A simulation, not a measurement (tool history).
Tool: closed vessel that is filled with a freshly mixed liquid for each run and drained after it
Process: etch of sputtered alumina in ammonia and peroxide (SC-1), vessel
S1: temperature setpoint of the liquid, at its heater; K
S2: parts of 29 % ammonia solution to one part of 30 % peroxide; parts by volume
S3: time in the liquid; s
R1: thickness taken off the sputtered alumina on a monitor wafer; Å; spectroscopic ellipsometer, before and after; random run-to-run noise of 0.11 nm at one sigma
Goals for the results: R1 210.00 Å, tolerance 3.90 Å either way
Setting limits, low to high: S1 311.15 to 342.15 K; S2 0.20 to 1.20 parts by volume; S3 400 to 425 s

run	day	S1	S2	S3	R1
1	0.000	326.15	0.80	400	329.94
2	0.325	326.15	0.80	400	335.10
3	0.404	326.15	0.80	400	330.80
4	0.650	324.65	0.80	400	306.92
5	1.004	324.65	1.00	400	314.21
6	1.112	323.65	1.00	400	299.95
7	1.333	322.65	1.00	400	280.85
8	1.417	321.65	1.00	400	263.99
9	1.733	321.15	1.00	400	261.02
10	1.904	320.65	1.00	400	253.39
11	2.162	316.65	1.00	400	199.71

5 next moves are on the table. One of them brings every result within its allowed miss. Which?
A	2.421	315.65	1.15	400	?
B	2.421	316.65	1.05	420	?
C	2.421	316.65	1.05	400	?
D	2.421	318.15	1.00	400	?
E	2.421	315.65	0.80	420	?

move	R1
A	193.81
B	213.73
C	203.55
D	220.76
E	196.58
A: lands further from the targets than the last run did
B: every result within its allowed miss
C: moves toward the targets from the last run without getting all of them in spec
D: pushes the last run's worst result past its target
E: lands further from the targets than the last run did
So the answer is move B, the one that meets all the targets.
